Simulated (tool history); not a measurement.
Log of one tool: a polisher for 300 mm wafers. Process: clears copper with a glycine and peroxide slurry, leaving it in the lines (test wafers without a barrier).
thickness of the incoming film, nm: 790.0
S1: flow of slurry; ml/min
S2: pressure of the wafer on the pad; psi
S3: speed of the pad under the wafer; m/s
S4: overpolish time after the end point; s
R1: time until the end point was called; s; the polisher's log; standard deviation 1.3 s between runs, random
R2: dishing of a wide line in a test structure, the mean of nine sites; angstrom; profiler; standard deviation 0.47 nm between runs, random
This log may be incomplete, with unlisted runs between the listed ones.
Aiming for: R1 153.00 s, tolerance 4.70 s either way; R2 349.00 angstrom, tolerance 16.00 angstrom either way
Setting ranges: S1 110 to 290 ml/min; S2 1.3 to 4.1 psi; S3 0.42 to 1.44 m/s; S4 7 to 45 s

run	hour	S1	S2	S3	S4	R1	R2
1	0.0	185	2.7	0.92	23	143.68	719.23
2	5.6	180	2.5	0.98	21	143.46	664.40
3	10.4	180	3.0	0.98	21	129.23	718.73
4	12.2	180	2.6	0.98	21	140.39	668.28
5	12.9	170	2.4	1.02	19	142.71	606.09
6	16.8	160	2.3	1.04	17	146.89	549.62
7	24.8	155	2.2	1.06	16	150.20	507.21
8	33.4	110	1.8	1.22	7	164.88	241.48
9	42.3	110	1.8	1.22	7	163.16	242.49
10	50.2	120	1.8	1.22	7	158.37	242.96
11	55.9	130	1.8	1.20	8	159.10	277.25
12	60.2	130	1.8	1.20	8	158.46	280.46
13	61.5	135	1.8	1.20	8	156.29	273.87
14	64.1	140	1.8	1.18	8	157.29	277.28
15	65.6	170	1.9	1.16	16	147.96	521.01
16	67.2	165	1.9	1.16	15	152.06	484.44
17	68.2	160	1.9	1.16	15	152.79	502.13
18	76.4	155	2.0	1.14	15	151.01	491.45
19	80.2	155	2.1	1.12	15	147.40	497.85
20	82.7	150	1.6	1.24	7	158.15	247.94
21	86.8	150	1.6	1.24	8	159.58	279.44
22	90.1	150	1.6	1.24	8	156.95	273.66
23	98.2	155	1.6	1.24	8	158.46	275.06
24	101.6	160	1.6	1.24	8	154.13	279.75

4 candidate next runs follow, results not yet known. Just one meets every target within its allowed miss. Identify it.
A	105.0	165	1.7	1.24	12	?	?
B	105.0	175	1.4	1.24	10	?	?
C	105.0	200	2.0	1.02	10	?	?
D	105.0	180	1.8	1.10	9	?	?

move	R1	R2
A	152.38	399.03
B	164.48	319.82
C	155.40	340.58
D	158.24	304.99
A: pushes the last run's worst result past its target
B: closer than the last run, but not yet in spec
C: hits every target within its allowed miss
D: closer than the last run, but not yet in spec
The right move is C.

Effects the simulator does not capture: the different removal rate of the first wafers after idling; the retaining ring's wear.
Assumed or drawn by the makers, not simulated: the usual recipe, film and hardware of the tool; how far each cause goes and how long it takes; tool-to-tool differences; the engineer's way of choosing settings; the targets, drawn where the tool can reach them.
